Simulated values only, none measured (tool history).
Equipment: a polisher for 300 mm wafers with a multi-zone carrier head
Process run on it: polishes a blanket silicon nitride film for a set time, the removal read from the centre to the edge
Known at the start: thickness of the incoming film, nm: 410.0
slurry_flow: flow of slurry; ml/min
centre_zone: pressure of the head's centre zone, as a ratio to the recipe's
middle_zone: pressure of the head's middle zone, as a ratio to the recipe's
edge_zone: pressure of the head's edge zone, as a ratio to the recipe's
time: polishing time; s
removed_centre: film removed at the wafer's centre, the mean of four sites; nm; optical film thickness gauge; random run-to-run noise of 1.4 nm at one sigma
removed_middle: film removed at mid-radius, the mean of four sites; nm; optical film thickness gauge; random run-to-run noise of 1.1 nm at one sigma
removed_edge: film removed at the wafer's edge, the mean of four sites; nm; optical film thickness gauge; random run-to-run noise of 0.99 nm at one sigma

run 1 day=0 | slurry_flow=125 centre_zone=1 middle_zone=1 edge_zone=1 time=89 | removed_centre=133.35 removed_middle=136.06 removed_edge=133.09
run 2 day=0.317 | slurry_flow=135 centre_zone=0.96 middle_zone=1 edge_zone=1.04 time=89 | removed_centre=130.64 removed_middle=137.99 removed_edge=137.46
run 3 day=0.538 | slurry_flow=150 centre_zone=0.96 middle_zone=1 edge_zone=1.04 time=89 | removed_centre=131.46 removed_middle=141.26 removed_edge=139.73
run 4 day=0.638 | slurry_flow=150 centre_zone=0.96 middle_zone=1 edge_zone=0.95 time=89 | removed_centre=132.68 removed_middle=140.92 removed_edge=133.13
run 5 day=0.854 | slurry_flow=150 centre_zone=1.02 middle_zone=1 edge_zone=0.95 time=89 | removed_centre=141.94 removed_middle=141.42 removed_edge=132.84
run 6 day=1.221 | slurry_flow=150 centre_zone=1.09 middle_zone=1 edge_zone=0.95 time=89 | removed_centre=155.55 removed_middle=140.25 removed_edge=131.88
run 7 day=1.462 | slurry_flow=180 centre_zone=0.99 middle_zone=0.99 edge_zone=1.05 time=91 | removed_centre=142.38 removed_middle=150.12 removed_edge=144.31

Run 8 has not been measured yet. What should we expect?
run 8 day=1.696 | slurry_flow=180 centre_zone=0.96 middle_zone=0.99 edge_zone=1.08 time=91 | removed_centre=? removed_middle=? removed_edge=?

{"run 8": {"removed_centre": 143.96, "removed_middle": 147.09, "removed_edge": 147.37}}

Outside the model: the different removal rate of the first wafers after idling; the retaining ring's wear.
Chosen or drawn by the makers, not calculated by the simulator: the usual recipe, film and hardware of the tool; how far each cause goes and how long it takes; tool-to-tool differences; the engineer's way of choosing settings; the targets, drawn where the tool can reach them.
